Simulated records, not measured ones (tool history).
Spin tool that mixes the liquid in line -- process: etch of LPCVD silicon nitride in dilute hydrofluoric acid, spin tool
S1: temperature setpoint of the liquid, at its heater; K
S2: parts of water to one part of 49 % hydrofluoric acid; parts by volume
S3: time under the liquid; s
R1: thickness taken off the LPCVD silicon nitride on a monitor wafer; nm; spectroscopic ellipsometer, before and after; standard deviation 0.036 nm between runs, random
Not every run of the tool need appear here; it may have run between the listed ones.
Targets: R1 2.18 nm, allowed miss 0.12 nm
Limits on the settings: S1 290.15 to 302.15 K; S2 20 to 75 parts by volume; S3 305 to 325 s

run,day,S1,S2,S3,R1
1,0,294.15,45,305,2.7258
2,0.058,293.65,45,305,2.6976
3,0.112,296.15,45,305,3.1901
4,0.271,296.15,45,305,3.1475
5,0.633,296.15,45,325,3.3985
6,0.833,295.65,45,325,3.2628
7,1.042,295.15,45,325,3.0801
8,1.112,294.65,45,325,3.1007
9,1.304,294.15,45,325,2.9622

Below are 4 possible settings for the next run. Only one of them brings all results inside the allowed miss of their targets. Which is it?
A,1.496,296.65,45,325,?
B,1.496,297.65,40,325,?
C,1.496,293.65,55,305,?
D,1.496,293.15,50,320,?

move,R1
A,3.5504
B,4.2616
C,2.231
D,2.4808
A: misses by more than the last run did
B: misses by more than the last run did
C: in spec on every target
D: closer than the last run, but not yet in spec
Correct choice: C, which meets every target
